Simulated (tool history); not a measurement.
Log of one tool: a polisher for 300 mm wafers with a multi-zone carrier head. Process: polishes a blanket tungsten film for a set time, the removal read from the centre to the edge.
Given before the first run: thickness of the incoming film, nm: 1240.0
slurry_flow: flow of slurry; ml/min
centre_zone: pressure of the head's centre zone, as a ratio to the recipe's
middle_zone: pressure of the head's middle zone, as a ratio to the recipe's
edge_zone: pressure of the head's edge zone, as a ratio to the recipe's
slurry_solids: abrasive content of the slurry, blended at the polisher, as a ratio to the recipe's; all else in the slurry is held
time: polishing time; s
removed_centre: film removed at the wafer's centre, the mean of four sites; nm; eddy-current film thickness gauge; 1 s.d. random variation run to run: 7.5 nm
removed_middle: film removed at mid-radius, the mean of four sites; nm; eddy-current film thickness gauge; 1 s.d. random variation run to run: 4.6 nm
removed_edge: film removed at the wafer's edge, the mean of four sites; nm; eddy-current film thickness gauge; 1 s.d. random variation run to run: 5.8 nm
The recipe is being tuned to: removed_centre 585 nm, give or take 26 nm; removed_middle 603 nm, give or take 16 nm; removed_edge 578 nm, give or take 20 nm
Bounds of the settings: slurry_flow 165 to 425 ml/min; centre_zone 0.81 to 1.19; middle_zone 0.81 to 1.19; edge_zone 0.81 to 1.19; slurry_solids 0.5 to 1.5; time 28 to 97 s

run	hour	slurry_flow	centre_zone	middle_zone	edge_zone	slurry_solids	time	removed_centre	removed_middle	removed_edge
1	0	275	1	1	1	1	62	408.57	398.09	387.29
2	8.6	275	1	1.08	1	1	62	408.36	423.81	394.96
3	10.2	275	1	1.08	0.92	1	62	399.4	430.03	382.45
4	16.2	275	0.95	1.08	0.92	1	62	381.47	427.71	381.61
5	24.7	275	0.95	1.08	0.92	0.85	62	374.48	415.46	364.77
6	28	235	0.95	1.08	0.92	0.85	62	362.49	401.6	368.5
7	33.5	230	1	1.1	0.96	1.05	66	430.95	456.83	413.6
8	34.5	230	1	1.11	1.02	1.2	69	467.07	497.51	451.8
9	38.5	230	1	1.11	1.06	1.3	72	492.5	521.17	490.07
10	45.4	240	1.01	1.12	1.09	1.35	73	513.5	544.42	513.54
11	49.6	260	1.03	1.13	1.12	1.4	73	527.72	558.83	528.28

4 candidate next runs follow, results not yet known. Just one meets every target within its allowed miss. Identify it.
A	53.8	265	1.11	0.95	1.18	1.4	84	?	?	?
B	53.8	260	1.05	1.12	1.18	1.4	79	?	?	?
C	53.8	295	1.17	1.08	1	1.4	77	?	?	?
D	53.8	265	1.02	1.15	1.08	1.35	82	?	?	?

move	removed_centre	removed_middle	removed_edge
A	658.3	565.23	605.49
B	584.86	610.26	567.33
C	644.21	583.43	524.24
D	586.16	644.12	564.79
A: about as far from the targets as the last run
B: every result lands within tolerance
C: about as far from the targets as the last run
D: moves the result that the last run missed by most past its target, out the other side
The right move is B.

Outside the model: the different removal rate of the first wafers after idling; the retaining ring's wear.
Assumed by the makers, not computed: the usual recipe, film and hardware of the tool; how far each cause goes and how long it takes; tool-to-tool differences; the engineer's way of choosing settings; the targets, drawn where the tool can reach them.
